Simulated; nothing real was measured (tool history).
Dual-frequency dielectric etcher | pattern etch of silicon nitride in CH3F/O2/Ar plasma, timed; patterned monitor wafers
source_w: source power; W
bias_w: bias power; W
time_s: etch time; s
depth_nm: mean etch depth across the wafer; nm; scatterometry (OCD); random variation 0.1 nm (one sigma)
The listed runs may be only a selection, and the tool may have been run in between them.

Run 1, hour 0: source_w 320 W, bias_w 68 W, time_s 46 s. Result: depth_nm 31.458 nm.
Run 2, hour 5.4: source_w 260 W, bias_w 68 W, time_s 46 s. Result: depth_nm 29.095 nm.
Run 3, hour 12.6: source_w 290 W, bias_w 68 W, time_s 46 s. Result: depth_nm 30.323 nm.
Run 4, hour 17.6: source_w 260 W, bias_w 68 W, time_s 46 s. Result: depth_nm 29.222 nm.
Run 5, hour 21.2: source_w 260 W, bias_w 64 W, time_s 46 s. Result: depth_nm 28.91 nm.
Run 6, hour 29.7: source_w 260 W, bias_w 55 W, time_s 46 s. Result: depth_nm 28.039 nm.
Run 7, hour 32.8: source_w 300 W, bias_w 56 W, time_s 46 s. Result: depth_nm 29.673 nm.
Run 8, hour 39.8: source_w 330 W, bias_w 57 W, time_s 46 s. Result: depth_nm 30.767 nm.
Run 9, hour 46.2: source_w 350 W, bias_w 57 W, time_s 46 s. Result: depth_nm 31.278 nm.
Run 10, hour 49.5: source_w 370 W, bias_w 57 W, time_s 46 s. Result: depth_nm 31.963 nm.
Run 11, hour 55.5: source_w 380 W, bias_w 57 W, time_s 46 s. Result: depth_nm 32.245 nm.
Run 12, hour 59.3: source_w 390 W, bias_w 57 W, time_s 46 s. Result: depth_nm 32.683 nm.

Run 13 has not been measured yet. What should we expect?
Run 13, hour 65: source_w 400 W, bias_w 57 W, time_s 46 s. Result: depth_nm ?.

depth_nm: 32.779 nm
